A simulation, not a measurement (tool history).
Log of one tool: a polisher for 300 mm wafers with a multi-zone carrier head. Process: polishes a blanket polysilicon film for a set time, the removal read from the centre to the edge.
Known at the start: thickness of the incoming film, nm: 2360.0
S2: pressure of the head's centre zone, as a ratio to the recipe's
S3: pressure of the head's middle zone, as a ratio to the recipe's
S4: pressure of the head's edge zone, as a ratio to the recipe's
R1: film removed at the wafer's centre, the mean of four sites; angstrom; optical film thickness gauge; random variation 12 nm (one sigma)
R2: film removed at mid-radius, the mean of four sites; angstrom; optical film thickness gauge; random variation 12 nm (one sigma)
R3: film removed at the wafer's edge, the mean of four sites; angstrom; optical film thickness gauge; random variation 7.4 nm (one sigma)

Run 1, hour 0: flow of slurry (ml/min) 150, S2 1, S3 1, S4 1, polishing time (s) 60. Result: R1 7242.3 angstrom, R2 6970.1 angstrom, R3 7192 angstrom.
Run 2, hour 4.4: flow of slurry (ml/min) 135, S2 1, S3 1, S4 1, polishing time (s) 60. Result: R1 6907.9 angstrom, R2 7011.2 angstrom, R3 6893.1 angstrom.
Run 3, hour 9: flow of slurry (ml/min) 135, S2 1, S3 1.09, S4 1, polishing time (s) 60. Result: R1 7000.3 angstrom, R2 7314.9 angstrom, R3 7062.7 angstrom.
Run 4, hour 12.4: flow of slurry (ml/min) 135, S2 1, S3 1.02, S4 1, polishing time (s) 60. Result: R1 7046.4 angstrom, R2 6878.3 angstrom, R3 7010.8 angstrom.
Run 5, hour 14.4: flow of slurry (ml/min) 155, S2 1, S3 1.06, S4 1.05, polishing time (s) 61. Result: R1 7308 angstrom, R2 7564.1 angstrom, R3 7310.2 angstrom.
Run 6, hour 15: flow of slurry (ml/min) 165, S2 0.98, S3 1.03, S4 1.06, polishing time (s) 65. Result: R1 7641.5 angstrom, R2 7744.7 angstrom, R3 7957.6 angstrom.

Forecast run 7:
Run 7, hour 20.2: flow of slurry (ml/min) 175, S2 0.98, S3 1.05, S4 1.07, polishing time (s) 67. Result: R1 ?, R2 ?, R3 ?.

Run 7 gave R1 7892.5 angstrom, R2 8364.2 angstrom, R3 8189.5 angstrom.
